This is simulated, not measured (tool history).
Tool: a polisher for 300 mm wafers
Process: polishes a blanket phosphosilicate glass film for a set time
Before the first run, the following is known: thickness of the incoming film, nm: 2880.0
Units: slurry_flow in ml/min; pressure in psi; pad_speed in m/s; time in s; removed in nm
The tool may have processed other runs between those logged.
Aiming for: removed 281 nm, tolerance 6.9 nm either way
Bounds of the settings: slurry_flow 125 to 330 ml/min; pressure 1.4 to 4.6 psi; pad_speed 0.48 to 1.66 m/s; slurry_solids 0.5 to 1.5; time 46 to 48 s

run	hour	slurry_flow	pressure	pad_speed	slurry_solids	time	removed
1	0	210	3	1.06	1	46	366.13
2	4.9	210	3	1.28	1	46	434.99
3	13.6	240	3	1.28	1	46	435.11
4	15.6	215	3	1.28	1	46	428.12
5	17.3	215	2.8	1.28	1	46	408.81
6	26.1	215	2.8	1.28	1	46	401.17
7	27.4	215	2.6	1.28	1	46	378.9
8	34.4	215	2.5	1.28	1	46	366.88
9	39.5	215	2.4	1.28	1	46	352.45
10	43.8	185	1.7	1.28	1	46	256.28
11	49.1	195	1.7	1.28	1	46	255.74
12	52.5	205	1.7	1.28	1	46	259.62
13	56.4	210	1.7	1.28	1	46	260.4
# hour 63.6: head pressure recalibrated
14	63.6	215	1.7	1.28	1	46	238.54
15	70.2	205	1.7	1.28	1	46	236.88

Exactly one of the 5 candidate moves below puts every result within its allowed miss. Which one?
A	76.8	235	1.5	1.24	1.05	46	?
B	76.8	245	2.3	1.16	0.7	48	?
C	76.8	190	2.1	1.36	0.8	48	?
D	76.8	165	1.9	1.42	1.1	48	?
E	76.8	210	2	1.34	1.05	47	?

move	removed
A	214.75
B	259.25
C	278.4
D	294.96
E	294.41
A: lands further from the targets than the last run did
B: closer than the last run, but not yet in spec
C: hits every target within its allowed miss
D: takes the biggest miss from the last run beyond its target
E: takes the biggest miss from the last run beyond its target
C is the move that brings every result within its allowed miss.
